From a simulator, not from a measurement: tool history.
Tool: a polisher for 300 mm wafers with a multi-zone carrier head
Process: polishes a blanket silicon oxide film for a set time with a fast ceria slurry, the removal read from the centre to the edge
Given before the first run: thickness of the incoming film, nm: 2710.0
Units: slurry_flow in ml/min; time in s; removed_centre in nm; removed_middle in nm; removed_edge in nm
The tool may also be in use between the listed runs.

| run | hour | slurry_flow | centre_zone | middle_zone | edge_zone | time | removed_centre | removed_middle | removed_edge |
|---|---|---|---|---|---|---|---|---|---|
| 1 | 0.0 | 280 | 1.00 | 1.00 | 1.00 | 40 | 492.97 | 516.91 | 513.98 |
| 2 | 4.5 | 280 | 1.00 | 1.08 | 1.00 | 40 | 498.17 | 548.48 | 521.58 |
| 3 | 11.1 | 325 | 1.00 | 1.08 | 1.00 | 40 | 512.50 | 568.54 | 509.25 |
| 4 | 17.0 | 310 | 1.04 | 1.06 | 1.02 | 42 | 554.65 | 572.07 | 534.70 |
| 5 | 20.3 | 365 | 1.04 | 1.06 | 1.02 | 42 | 561.56 | 583.69 | 553.56 |
| 6 | 23.0 | 370 | 1.07 | 1.05 | 1.04 | 43 | 582.10 | 602.21 | 566.17 |
| 7 | 29.2 | 365 | 1.10 | 1.02 | 1.04 | 45 | 620.07 | 610.22 | 588.63 |

Run 8 comes next. What will it give?
| 8 | 35.8 | 365 | 1.12 | 0.99 | 1.05 | 46 | ? | ? | ? |

removed_centre: 658.60 nm
removed_middle: 604.31 nm
removed_edge: 603.92 nm

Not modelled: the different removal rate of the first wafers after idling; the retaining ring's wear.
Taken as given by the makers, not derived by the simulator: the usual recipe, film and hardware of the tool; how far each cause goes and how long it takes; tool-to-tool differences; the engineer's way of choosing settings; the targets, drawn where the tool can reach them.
